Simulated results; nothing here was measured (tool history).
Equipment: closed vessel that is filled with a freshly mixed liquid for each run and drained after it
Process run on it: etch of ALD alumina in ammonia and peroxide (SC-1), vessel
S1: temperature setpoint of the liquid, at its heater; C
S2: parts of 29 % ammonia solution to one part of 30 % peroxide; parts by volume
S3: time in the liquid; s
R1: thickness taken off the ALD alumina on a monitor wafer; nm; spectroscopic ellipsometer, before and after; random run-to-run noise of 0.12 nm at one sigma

run 1 day=0.000 | S1=47.0 S2=0.75 S3=325 | R1=16.024
run 2 day=0.067 | S1=47.0 S2=0.75 S3=325 | R1=16.213
run 3 day=0.442 | S1=47.0 S2=0.90 S3=325 | R1=16.484
run 4 day=0.538 | S1=46.0 S2=0.90 S3=325 | R1=15.393
run 5 day=0.838 | S1=46.0 S2=0.90 S3=350 | R1=16.790
run 6 day=0.946 | S1=45.0 S2=0.90 S3=350 | R1=15.788
run 7 day=1.108 | S1=44.0 S2=0.90 S3=350 | R1=14.830
run 8 day=1.438 | S1=43.5 S2=0.90 S3=350 | R1=14.487

Predict the results of run 9:
run 9 day=1.725 | S1=43.0 S2=0.90 S3=350 | R1=?

{"run 9": {"R1": 14.087}}

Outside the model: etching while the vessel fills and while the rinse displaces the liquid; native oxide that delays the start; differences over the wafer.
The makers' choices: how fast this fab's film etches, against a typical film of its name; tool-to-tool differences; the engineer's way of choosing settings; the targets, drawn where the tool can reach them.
